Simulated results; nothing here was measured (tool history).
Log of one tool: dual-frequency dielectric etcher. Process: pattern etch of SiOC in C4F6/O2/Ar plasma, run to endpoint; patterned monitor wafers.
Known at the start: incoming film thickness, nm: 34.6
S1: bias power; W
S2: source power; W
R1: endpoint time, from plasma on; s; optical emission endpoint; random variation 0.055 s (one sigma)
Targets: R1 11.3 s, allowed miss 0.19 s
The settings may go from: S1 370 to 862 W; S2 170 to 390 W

Run 1, hour 0: S1 616 W, S2 280 W. Result: R1 12.789 s.
Run 2, hour 0.8: S1 616 W, S2 240 W. Result: R1 14.015 s.
Run 3, hour 5.7: S1 661 W, S2 240 W. Result: R1 13.64 s.
Run 4, hour 10.4: S1 762 W, S2 240 W. Result: R1 12.749 s.
At hour 15.3: wet clean of the chamber.
Run 5, hour 15.3: S1 762 W, S2 260 W. Result: R1 11.644 s.
Run 6, hour 21: S1 709 W, S2 260 W. Result: R1 11.924 s.
Run 7, hour 27.5: S1 717 W, S2 260 W. Result: R1 12.028 s.
Run 8, hour 34.2: S1 727 W, S2 260 W. Result: R1 11.922 s.
Run 9, hour 38.3: S1 736 W, S2 260 W. Result: R1 11.947 s.
Run 10, hour 41.7: S1 746 W, S2 260 W. Result: R1 11.759 s.

5 next moves are on the table. One of them brings every result within its allowed miss. Which?
Run A, hour 45.1: S1 645 W, S2 260 W. Result: R1 ?.
Run B, hour 45.1: S1 693 W, S2 250 W. Result: R1 ?.
Run C, hour 45.1: S1 727 W, S2 300 W. Result: R1 ?.
Run D, hour 45.1: S1 849 W, S2 250 W. Result: R1 ?.
Run E, hour 45.1: S1 672 W, S2 260 W. Result: R1 ?.

move      R1
   A  12.651
   B  12.541
   C  11.027
   D  11.431
   E  12.416
A: further off than the last run
B: further off than the last run
C: takes the result that was furthest off past its target
D: meets every target
E: further off than the last run
Move D is the one to make.
